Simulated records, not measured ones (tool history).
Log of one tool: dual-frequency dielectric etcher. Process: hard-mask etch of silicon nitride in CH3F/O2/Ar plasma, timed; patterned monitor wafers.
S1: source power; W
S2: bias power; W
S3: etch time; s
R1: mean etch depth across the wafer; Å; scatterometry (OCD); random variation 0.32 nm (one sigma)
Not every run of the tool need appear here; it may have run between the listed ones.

run,day,S1,S2,S3,R1
1,0,460,52,131.5,858.39
2,0.029,460,59,131.5,901.74
3,0.212,460,59,120,819.86
4,0.433,450,59,120,811.48
5,0.588,440,59,120,800.1
6,0.958,440,59,131.5,873.62

Run 7 is up next; what results do you expect?
7,1.046,410,59,131.5,?

R1: 835.22 Å
